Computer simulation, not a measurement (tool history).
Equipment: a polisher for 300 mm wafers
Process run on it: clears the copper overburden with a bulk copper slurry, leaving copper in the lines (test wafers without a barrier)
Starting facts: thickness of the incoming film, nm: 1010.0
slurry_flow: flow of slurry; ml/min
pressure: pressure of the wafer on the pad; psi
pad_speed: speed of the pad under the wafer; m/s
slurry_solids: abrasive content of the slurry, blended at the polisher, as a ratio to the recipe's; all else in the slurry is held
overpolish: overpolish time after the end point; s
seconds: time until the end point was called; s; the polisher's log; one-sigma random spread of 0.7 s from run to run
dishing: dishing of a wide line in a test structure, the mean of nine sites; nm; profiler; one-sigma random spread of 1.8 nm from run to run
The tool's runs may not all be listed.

run  hour  slurry_flow  pressure  pad_speed  slurry_solids  overpolish  seconds  dishing
  1     0          220       2.9       1.08              1          18   109.86   74.343
  2   6.8          220       2.9       1.08            0.8          18   121.73   71.269
  3  14.7          225       3.2       1.08            0.8          17   107.78     71.7
  4  17.6          225       3.7       1.08            0.8          17   94.126   80.864
  5  21.8          230       3.8       1.08            0.8          17   92.402   81.378
  6  24.7          250       3.8       1.08            0.8          17   91.389   80.791
  7  31.6          250       3.9       1.08            0.8          17   89.995   86.796

Forecast run 8:
  8  39.6          250         4       1.08            0.8          16        ?        ?

Logged for run 8: seconds 87.799 s, dishing 80.998 nm.
